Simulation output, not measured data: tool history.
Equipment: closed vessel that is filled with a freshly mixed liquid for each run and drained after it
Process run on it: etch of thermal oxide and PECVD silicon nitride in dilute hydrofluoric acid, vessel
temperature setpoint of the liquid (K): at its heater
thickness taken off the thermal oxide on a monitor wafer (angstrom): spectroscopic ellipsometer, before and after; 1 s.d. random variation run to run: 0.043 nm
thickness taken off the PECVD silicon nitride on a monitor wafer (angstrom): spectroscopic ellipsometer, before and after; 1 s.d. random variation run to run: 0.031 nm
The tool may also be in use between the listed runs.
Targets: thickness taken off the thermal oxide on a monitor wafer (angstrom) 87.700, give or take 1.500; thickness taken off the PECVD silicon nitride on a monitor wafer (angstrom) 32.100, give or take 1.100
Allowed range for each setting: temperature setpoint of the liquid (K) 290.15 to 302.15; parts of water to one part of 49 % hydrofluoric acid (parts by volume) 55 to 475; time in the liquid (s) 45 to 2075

run  hour  temperature setpoint of the liquid (K)  parts of water to one part of 49 % hydrofluoric acid (parts by volume)  time in the liquid (s)  thickness taken off the thermal oxide on a monitor wafer (angstrom)  thickness taken off the PECVD silicon nitride on a monitor wafer (angstrom)
  1   0.0                                  294.15                                                                     265                    1060                                                              133.080                                                                       58.021
  2   2.1                                  292.15                                                                     265                    1060                                                              124.000                                                                       50.510
  3   4.1                                  292.15                                                                     265                     740                                                               86.640                                                                       35.443
  4   4.7                                  292.15                                                                     265                     935                                                              109.650                                                                       44.866
  5  12.7                                  292.15                                                                     265                     925                                                              108.290                                                                       44.265
  6  20.1                                  292.15                                                                     265                     915                                                              106.120                                                                       43.452
  7  22.6                                  292.15                                                                     265                     905                                                              106.180                                                                       42.376
  8  29.2                                  292.15                                                                     265                     900                                                              105.400                                                                       42.848
  9  32.6                                  292.15                                                                     265                     890                                                              104.030                                                                       42.654
 10  38.8                                  292.15                                                                     265                     880                                                              102.840                                                                       41.885
 11  40.8                                  292.15                                                                     265                     870                                                              101.260                                                                       41.845
 12  49.3                                  292.15                                                                     265                     860                                                               99.522                                                                       42.070
 13  52.9                                  292.15                                                                     265                     855                                                               99.933                                                                       40.955
 14  54.0                                  292.15                                                                     265                     845                                                               97.597                                                                       40.514
 15  60.1                                  290.15                                                                     250                     720                                                               83.871                                                                       31.785
 16  62.7                                  290.15                                                                     250                     715                                                               83.395                                                                       32.074
 17  70.6                                  290.15                                                                     250                     710                                                               82.861                                                                       31.307
 18  72.2                                  290.15                                                                     250                     705                                                               81.607                                                                       31.017

Which of these 4 next moves meets every target?
  A  73.8                                  292.65                                                                     260                     640                                                                    ?                                                                            ?
  B  73.8                                  290.15                                                                     255                     685                                                                    ?                                                                            ?
  C  73.8                                  290.15                                                                     220                     645                                                                    ?                                                                            ?
  D  73.8                                  292.65                                                                     245                     575                                                                    ?                                                                            ?

move  thickness taken off the thermal oxide on a monitor wafer (angstrom)  thickness taken off the PECVD silicon nitride on a monitor wafer (angstrom)
   A                                                               78.105                                                                       32.188
   B                                                               77.830                                                                       29.799
   C                                                               87.607                                                                       32.306
   D                                                               75.504                                                                       30.627
A: misses by more than the last run did
B: misses by more than the last run did
C: in spec on every target
D: misses by more than the last run did
Go with C: it meets all targets.

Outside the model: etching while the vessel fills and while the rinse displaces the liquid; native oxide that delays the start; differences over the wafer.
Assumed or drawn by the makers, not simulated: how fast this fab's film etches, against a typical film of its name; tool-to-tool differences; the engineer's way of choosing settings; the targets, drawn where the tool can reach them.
